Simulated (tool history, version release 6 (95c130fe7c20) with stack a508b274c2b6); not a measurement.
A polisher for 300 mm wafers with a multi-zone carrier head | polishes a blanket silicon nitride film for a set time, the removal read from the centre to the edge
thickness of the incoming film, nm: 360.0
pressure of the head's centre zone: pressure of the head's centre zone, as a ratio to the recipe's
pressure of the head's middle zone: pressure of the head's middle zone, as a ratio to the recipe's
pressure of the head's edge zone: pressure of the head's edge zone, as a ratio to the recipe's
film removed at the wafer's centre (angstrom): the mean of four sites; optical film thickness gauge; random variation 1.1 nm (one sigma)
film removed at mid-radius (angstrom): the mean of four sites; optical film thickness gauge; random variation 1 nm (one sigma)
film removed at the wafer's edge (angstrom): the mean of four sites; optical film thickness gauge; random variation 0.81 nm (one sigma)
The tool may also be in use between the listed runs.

| run | hour | flow of slurry (ml/min) | pressure of the head's centre zone | pressure of the head's middle zone | pressure of the head's edge zone | polishing time (s) | film removed at the wafer's centre (angstrom) | film removed at mid-radius (angstrom) | film removed at the wafer's edge (angstrom) |
|---|---|---|---|---|---|---|---|---|---|
| 1 | 0 | 255 | 1 | 1 | 1 | 71 | 1173.4 | 1156.9 | 1181.2 |
| 2 | 2.9 | 250 | 0.97 | 0.97 | 0.98 | 66 | 1073.5 | 1046.8 | 1070.1 |
| 3 | 4.2 | 250 | 0.97 | 0.97 | 0.98 | 54 | 880.61 | 854.45 | 895.12 |
| 4 | 7.5 | 250 | 0.97 | 0.97 | 1.01 | 54 | 886.57 | 861.65 | 895.1 |
| 5 | 15.6 | 245 | 0.95 | 0.95 | 1.02 | 54 | 844.67 | 849.97 | 912.69 |
| 6 | 23.4 | 245 | 0.95 | 0.95 | 1.02 | 38 | 587.23 | 602.43 | 635.6 |
| 7 | 30.6 | 250 | 0.96 | 0.95 | 1.04 | 42 | 675.03 | 647.27 | 709.16 |
| 8 | 31.8 | 255 | 0.95 | 0.96 | 1.05 | 45 | 710.02 | 717.83 | 765.74 |
| 9 | 36.3 | 275 | 0.95 | 0.96 | 1.08 | 46 | 733.57 | 734.41 | 806.5 |
| 10 | 38.9 | 295 | 0.95 | 0.97 | 1.09 | 46 | 731.83 | 734.59 | 819.65 |
| 11 | 39.9 | 295 | 0.95 | 0.97 | 1.09 | 46 | 738.33 | 753.58 | 805.93 |
| 12 | 41.4 | 305 | 0.96 | 0.97 | 1.11 | 47 | 772.88 | 761.16 | 833.11 |
| 13 | 45.1 | 315 | 0.96 | 0.98 | 1.12 | 47 | 768.55 | 770.52 | 839.45 |

Forecast run 14:
| 14 | 49.5 | 320 | 0.96 | 0.99 | 1.13 | 47 | ? | ? | ? |

Run 14 gave film removed at the wafer's centre (angstrom) 774.65, film removed at mid-radius (angstrom) 774.49, film removed at the wafer's edge (angstrom) 834.66.

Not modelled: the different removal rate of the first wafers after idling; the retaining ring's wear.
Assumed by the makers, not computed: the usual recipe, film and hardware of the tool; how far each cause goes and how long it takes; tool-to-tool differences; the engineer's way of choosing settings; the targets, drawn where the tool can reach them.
